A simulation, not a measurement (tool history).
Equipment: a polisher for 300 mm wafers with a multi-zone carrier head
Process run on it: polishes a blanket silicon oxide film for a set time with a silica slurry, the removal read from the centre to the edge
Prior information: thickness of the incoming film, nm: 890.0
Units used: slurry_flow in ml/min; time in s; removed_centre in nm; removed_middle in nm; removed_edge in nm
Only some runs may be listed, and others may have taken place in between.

run 1 hour=0 | slurry_flow=220 centre_zone=1 middle_zone=1 edge_zone=1 slurry_solids=1 time=67 | removed_centre=145.34 removed_middle=153.84 removed_edge=149.3
run 2 hour=1.1 | slurry_flow=220 centre_zone=1.01 middle_zone=1.01 edge_zone=0.96 slurry_solids=0.95 time=67 | removed_centre=147.56 removed_middle=152.45 removed_edge=145.58
run 3 hour=2.9 | slurry_flow=220 centre_zone=1.01 middle_zone=1.01 edge_zone=0.96 slurry_solids=0.95 time=83 | removed_centre=181.87 removed_middle=184.35 removed_edge=176.29
run 4 hour=6.2 | slurry_flow=220 centre_zone=1.01 middle_zone=0.98 edge_zone=0.96 slurry_solids=0.95 time=83 | removed_centre=179.46 removed_middle=179.22 removed_edge=180.05
run 5 hour=7.7 | slurry_flow=220 centre_zone=1.01 middle_zone=0.98 edge_zone=1.04 slurry_solids=0.95 time=83 | removed_centre=180.73 removed_middle=182.57 removed_edge=184.38
run 6 hour=8.8 | slurry_flow=220 centre_zone=1.01 middle_zone=0.93 edge_zone=1.04 slurry_solids=0.95 time=83 | removed_centre=179.28 removed_middle=173.6 removed_edge=184.33

What will run 7 give?
run 7 hour=15.5 | slurry_flow=230 centre_zone=1.04 middle_zone=1.03 edge_zone=0.94 slurry_solids=0.7 time=77 | removed_centre=? removed_middle=? removed_edge=?

Run 7 came out at removed_centre 156.34 nm, removed_middle 156.82 nm, removed_edge 147.22 nm.

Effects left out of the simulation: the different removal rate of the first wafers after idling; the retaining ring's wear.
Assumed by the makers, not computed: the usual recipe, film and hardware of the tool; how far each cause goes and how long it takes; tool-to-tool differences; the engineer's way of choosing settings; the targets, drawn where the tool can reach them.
